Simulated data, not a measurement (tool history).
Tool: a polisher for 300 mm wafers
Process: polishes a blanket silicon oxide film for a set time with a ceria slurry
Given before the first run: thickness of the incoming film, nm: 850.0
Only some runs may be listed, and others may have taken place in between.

| run | hour | flow of slurry (ml/min) | pressure of the wafer on the pad (psi) | speed of the pad under the wafer (m/s) | polishing time (s) | film removed (Å) |
|---|---|---|---|---|---|---|
| 1 | 0.0 | 305 | 2.3 | 1.34 | 36 | 1311.20 |
| 2 | 3.8 | 305 | 1.9 | 1.26 | 36 | 1037.70 |
| 3 | 4.7 | 305 | 1.6 | 1.20 | 36 | 855.04 |
| 4 | 7.1 | 305 | 1.6 | 1.50 | 36 | 1071.60 |
| 5 | 9.0 | 305 | 1.6 | 1.50 | 33 | 963.89 |
| 6 | 17.0 | 350 | 1.6 | 1.50 | 33 | 997.75 |
| 7 | 19.2 | 345 | 1.4 | 1.42 | 33 | 831.49 |
| 8 | 25.6 | 345 | 1.3 | 1.38 | 33 | 769.30 |

Predict the results of run 9:
| 9 | 34.6 | 340 | 1.0 | 1.26 | 33 | ? |

Logged for run 9: film removed (Å) 583.28.
